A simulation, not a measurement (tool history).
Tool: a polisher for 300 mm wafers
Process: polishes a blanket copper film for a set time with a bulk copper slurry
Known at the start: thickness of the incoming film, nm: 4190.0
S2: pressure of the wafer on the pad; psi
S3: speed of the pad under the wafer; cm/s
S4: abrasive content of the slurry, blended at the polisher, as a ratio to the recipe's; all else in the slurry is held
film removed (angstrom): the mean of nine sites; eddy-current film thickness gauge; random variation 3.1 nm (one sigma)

run 1 hour=0 | flow_of_slurry_(ml/min)=155 S2=2 S3=124 S4=1 polishing_time_(s)=35 | film_removed_(angstrom)=3263.5
run 2 hour=5.8 | flow_of_slurry_(ml/min)=155 S2=1.9 S3=124 S4=1 polishing_time_(s)=35 | film_removed_(angstrom)=3078.7
run 3 hour=8.5 | flow_of_slurry_(ml/min)=155 S2=1.8 S3=124 S4=1 polishing_time_(s)=35 | film_removed_(angstrom)=3003.1
run 4 hour=9.5 | flow_of_slurry_(ml/min)=155 S2=1.8 S3=146 S4=1 polishing_time_(s)=35 | film_removed_(angstrom)=3579.3
run 5 hour=11.4 | flow_of_slurry_(ml/min)=155 S2=1.7 S3=146 S4=1 polishing_time_(s)=35 | film_removed_(angstrom)=3418.8
run 6 hour=17.3 | flow_of_slurry_(ml/min)=155 S2=1.6 S3=146 S4=1 polishing_time_(s)=35 | film_removed_(angstrom)=3254
run 7 hour=18.1 | flow_of_slurry_(ml/min)=155 S2=1.5 S3=146 S4=1 polishing_time_(s)=35 | film_removed_(angstrom)=3177.8

Run 8 comes next. What will it give?
run 8 hour=22.8 | flow_of_slurry_(ml/min)=155 S2=1.4 S3=144 S4=1 polishing_time_(s)=35 | film_removed_(angstrom)=?

{"run 8": {"film removed (angstrom)": 2959.3}}

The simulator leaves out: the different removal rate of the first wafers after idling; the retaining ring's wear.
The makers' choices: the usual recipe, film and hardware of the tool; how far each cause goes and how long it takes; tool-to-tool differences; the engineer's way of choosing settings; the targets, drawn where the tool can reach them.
